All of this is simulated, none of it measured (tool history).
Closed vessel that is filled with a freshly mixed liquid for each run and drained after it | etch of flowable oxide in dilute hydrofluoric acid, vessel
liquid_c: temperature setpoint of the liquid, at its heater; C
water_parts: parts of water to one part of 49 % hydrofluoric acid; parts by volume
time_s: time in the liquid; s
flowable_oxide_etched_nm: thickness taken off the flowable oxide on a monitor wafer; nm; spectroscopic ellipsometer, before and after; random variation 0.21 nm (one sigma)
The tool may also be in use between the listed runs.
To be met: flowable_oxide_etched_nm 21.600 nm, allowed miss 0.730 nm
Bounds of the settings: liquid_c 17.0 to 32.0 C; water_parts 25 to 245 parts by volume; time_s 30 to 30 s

run	hour	liquid_c	water_parts	time_s	flowable_oxide_etched_nm
1	0.0	24.0	135	30	16.302
2	5.3	24.0	135	30	16.304
3	10.6	25.0	135	30	17.150
4	19.5	26.0	135	30	17.634
5	28.2	27.0	135	30	18.439
6	31.4	27.0	135	30	18.530
7	35.2	27.5	135	30	18.370
8	41.2	28.0	135	30	19.289
9	44.2	28.5	135	30	19.651

4 next moves are on the table. One of them brings every result within its allowed miss. Which?
A	47.2	27.5	150	30	?
B	47.2	26.5	115	30	?
C	47.2	25.5	120	30	?
D	47.2	32.0	130	30	?

move	flowable_oxide_etched_nm
A	16.590
B	21.776
C	19.958
D	23.147
A: further off than the last run
B: meets every target
C: nearer than the last run, and not there yet
D: takes the result that was furthest off past its target
Answer: B

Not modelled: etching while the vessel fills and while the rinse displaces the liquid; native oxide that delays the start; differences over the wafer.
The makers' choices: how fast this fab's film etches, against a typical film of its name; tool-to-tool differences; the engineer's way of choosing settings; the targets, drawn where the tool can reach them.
